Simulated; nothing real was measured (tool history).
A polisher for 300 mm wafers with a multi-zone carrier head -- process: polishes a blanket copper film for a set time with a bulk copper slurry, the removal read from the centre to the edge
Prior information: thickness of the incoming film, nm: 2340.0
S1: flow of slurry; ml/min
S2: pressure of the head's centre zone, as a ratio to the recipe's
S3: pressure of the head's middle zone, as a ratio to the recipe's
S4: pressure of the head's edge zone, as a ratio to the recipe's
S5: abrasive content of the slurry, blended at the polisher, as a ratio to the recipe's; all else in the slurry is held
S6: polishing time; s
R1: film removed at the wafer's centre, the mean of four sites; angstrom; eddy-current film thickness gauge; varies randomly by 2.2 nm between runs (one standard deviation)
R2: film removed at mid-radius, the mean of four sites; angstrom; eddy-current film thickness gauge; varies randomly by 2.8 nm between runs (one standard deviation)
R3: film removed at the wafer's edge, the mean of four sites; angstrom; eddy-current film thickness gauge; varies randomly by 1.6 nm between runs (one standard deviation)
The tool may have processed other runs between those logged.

run	hour	S1	S2	S3	S4	S5	S6	R1	R2	R3
1	0	215	1	1	1	1	32	3512.1	3599.2	3478.6
2	7.2	200	0.94	1.02	0.98	0.85	30	2990.2	3216	3063.8
3	9.4	185	0.9	1.06	1.01	0.75	28	2596	2997.2	2804.5
4	15.6	185	0.9	1.06	0.98	0.75	28	2544.3	3016.2	2782.9
5	17.1	185	0.9	1.06	1.02	0.75	28	2515.1	2980.6	2803.9
6	22.3	235	0.9	1.06	1.02	0.75	28	2631.4	3149	2873.2
7	31.3	220	0.87	1.07	1.02	0.65	27	2365.8	2915.6	2692.1

For run 8, what comes out?
8	33.9	210	0.85	1.08	1.01	0.6	26	?	?	?

{"run 8": {"R1": 2191.8, "R2": 2774.3, "R3": 2558.4}}
